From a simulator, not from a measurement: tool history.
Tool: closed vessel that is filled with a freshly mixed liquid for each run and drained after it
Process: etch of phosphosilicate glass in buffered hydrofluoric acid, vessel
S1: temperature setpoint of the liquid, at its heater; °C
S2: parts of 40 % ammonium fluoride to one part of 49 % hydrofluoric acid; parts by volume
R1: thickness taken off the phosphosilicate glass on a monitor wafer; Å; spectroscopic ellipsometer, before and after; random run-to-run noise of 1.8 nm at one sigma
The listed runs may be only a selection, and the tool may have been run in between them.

{"run": 1, "hour": 0.0, "S1": 21.0, "S2": 17.5, "time in the liquid (s)": 35, "R1": 1706.1}
{"run": 2, "hour": 6.7, "S1": 22.0, "S2": 16.5, "time in the liquid (s)": 35, "R1": 1919.2}
{"run": 3, "hour": 10.2, "S1": 24.0, "S2": 16.5, "time in the liquid (s)": 35, "R1": 2123.8}
{"run": 4, "hour": 14.8, "S1": 22.0, "S2": 16.5, "time in the liquid (s)": 35, "R1": 1931.8}
{"run": 5, "hour": 23.2, "S1": 19.0, "S2": 16.5, "time in the liquid (s)": 35, "R1": 1606.9}
{"run": 6, "hour": 31.8, "S1": 20.5, "S2": 16.5, "time in the liquid (s)": 35, "R1": 1761.0}
{"run": 7, "hour": 33.5, "S1": 21.5, "S2": 16.0, "time in the liquid (s)": 35, "R1": 1909.8}
{"run": 8, "hour": 42.4, "S1": 22.5, "S2": 15.5, "time in the liquid (s)": 35, "R1": 2086.1}
{"run": 9, "hour": 47.8, "S1": 23.0, "S2": 15.0, "time in the liquid (s)": 35, "R1": 2221.0}
{"run": 10, "hour": 56.2, "S1": 23.5, "S2": 14.5, "time in the liquid (s)": 35, "R1": 2352.9}

What does the tool deliver on the next run?
{"run": 11, "hour": 63.7, "S1": 27.5, "S2": 10.5, "time in the liquid (s)": 35, "R1": "?"}

{"run 11": {"R1": 4003.8}}
